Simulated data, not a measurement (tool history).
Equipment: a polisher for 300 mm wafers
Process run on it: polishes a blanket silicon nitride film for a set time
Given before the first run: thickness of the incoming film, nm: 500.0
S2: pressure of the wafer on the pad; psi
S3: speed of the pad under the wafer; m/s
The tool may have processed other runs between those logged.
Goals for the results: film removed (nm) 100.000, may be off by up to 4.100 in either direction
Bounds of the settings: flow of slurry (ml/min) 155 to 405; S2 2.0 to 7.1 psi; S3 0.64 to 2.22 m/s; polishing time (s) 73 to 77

Run 1, hour 0.0: flow of slurry (ml/min) 260, S2 4.5 psi, S3 1.42 m/s, polishing time (s) 73. Result: film removed (nm) 217.470.
Run 2, hour 1.4: flow of slurry (ml/min) 260, S2 4.1 psi, S3 1.36 m/s, polishing time (s) 73. Result: film removed (nm) 192.950.
Run 3, hour 3.6: flow of slurry (ml/min) 260, S2 3.8 psi, S3 1.30 m/s, polishing time (s) 73. Result: film removed (nm) 173.620.
Run 4, hour 7.1: flow of slurry (ml/min) 260, S2 3.8 psi, S3 1.62 m/s, polishing time (s) 73. Result: film removed (nm) 202.730.
Run 5, hour 13.3: flow of slurry (ml/min) 260, S2 3.8 psi, S3 1.62 m/s, polishing time (s) 77. Result: film removed (nm) 214.140.
Run 6, hour 19.0: flow of slurry (ml/min) 260, S2 3.8 psi, S3 1.62 m/s, polishing time (s) 77. Result: film removed (nm) 213.150.
Run 7, hour 22.5: flow of slurry (ml/min) 260, S2 3.5 psi, S3 1.52 m/s, polishing time (s) 77. Result: film removed (nm) 187.470.
Run 8, hour 28.1: flow of slurry (ml/min) 260, S2 3.3 psi, S3 1.44 m/s, polishing time (s) 77. Result: film removed (nm) 171.300.
At hour 34.8: head pressure recalibrated.
Run 9, hour 34.8: flow of slurry (ml/min) 260, S2 3.1 psi, S3 1.38 m/s, polishing time (s) 77. Result: film removed (nm) 147.230.
Run 10, hour 35.7: flow of slurry (ml/min) 260, S2 2.9 psi, S3 1.38 m/s, polishing time (s) 77. Result: film removed (nm) 140.140.
Run 11, hour 42.6: flow of slurry (ml/min) 260, S2 2.8 psi, S3 1.36 m/s, polishing time (s) 77. Result: film removed (nm) 128.830.

Which single option among these 5 for the next run brings every result within its allowed miss of target? Just one does.
Run A, hour 49.5: flow of slurry (ml/min) 280, S2 4.1 psi, S3 1.28 m/s, polishing time (s) 73. Result: film removed (nm) ?.
Run B, hour 49.5: flow of slurry (ml/min) 250, S2 2.4 psi, S3 1.52 m/s, polishing time (s) 74. Result: film removed (nm) ?.
Run C, hour 49.5: flow of slurry (ml/min) 310, S2 2.3 psi, S3 1.20 m/s, polishing time (s) 75. Result: film removed (nm) ?.
Run D, hour 49.5: flow of slurry (ml/min) 280, S2 2.4 psi, S3 1.36 m/s, polishing time (s) 73. Result: film removed (nm) ?.
Run E, hour 49.5: flow of slurry (ml/min) 285, S2 2.4 psi, S3 1.28 m/s, polishing time (s) 77. Result: film removed (nm) ?.

move  film removed (nm)
   A            172.350
   B            117.750
   C             98.011
   D            108.080
   E            109.090
A: moves away from the targets compared with the last run
B: nearer the targets than the last run, but a result is still out of spec
C: in spec on every target
D: nearer the targets than the last run, but a result is still out of spec
E: nearer the targets than the last run, but a result is still out of spec
Move C is the one to make.

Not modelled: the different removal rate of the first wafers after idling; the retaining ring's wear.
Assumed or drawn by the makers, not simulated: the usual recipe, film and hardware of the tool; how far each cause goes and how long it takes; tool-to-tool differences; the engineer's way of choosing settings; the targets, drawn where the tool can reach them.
